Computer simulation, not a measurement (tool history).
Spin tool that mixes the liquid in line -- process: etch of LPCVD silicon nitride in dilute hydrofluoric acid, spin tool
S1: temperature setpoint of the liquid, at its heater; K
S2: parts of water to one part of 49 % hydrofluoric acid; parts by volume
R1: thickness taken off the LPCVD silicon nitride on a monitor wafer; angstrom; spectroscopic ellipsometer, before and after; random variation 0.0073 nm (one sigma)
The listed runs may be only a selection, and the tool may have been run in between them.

Run 1, hour 0.0: S1 296.15 K, S2 90 parts by volume, time under the liquid (s) 90. Result: R1 4.7422 angstrom.
Run 2, hour 4.6: S1 296.15 K, S2 65 parts by volume, time under the liquid (s) 90. Result: R1 6.5750 angstrom.
Run 3, hour 6.4: S1 297.15 K, S2 65 parts by volume, time under the liquid (s) 90. Result: R1 6.9137 angstrom.
Run 4, hour 10.2: S1 296.15 K, S2 75 parts by volume, time under the liquid (s) 90. Result: R1 5.6972 angstrom.
Run 5, hour 18.9: S1 295.15 K, S2 80 parts by volume, time under the liquid (s) 90. Result: R1 4.8645 angstrom.
Run 6, hour 22.0: S1 295.15 K, S2 100 parts by volume, time under the liquid (s) 90. Result: R1 3.9368 angstrom.
Run 7, hour 26.6: S1 294.65 K, S2 100 parts by volume, time under the liquid (s) 90. Result: R1 4.0019 angstrom.
Run 8, hour 32.2: S1 294.15 K, S2 100 parts by volume, time under the liquid (s) 90. Result: R1 3.6710 angstrom.

For run 9, what comes out?
Run 9, hour 36.5: S1 293.65 K, S2 100 parts by volume, time under the liquid (s) 90. Result: R1 ?.

{"run 9": {"R1": 3.8538}}

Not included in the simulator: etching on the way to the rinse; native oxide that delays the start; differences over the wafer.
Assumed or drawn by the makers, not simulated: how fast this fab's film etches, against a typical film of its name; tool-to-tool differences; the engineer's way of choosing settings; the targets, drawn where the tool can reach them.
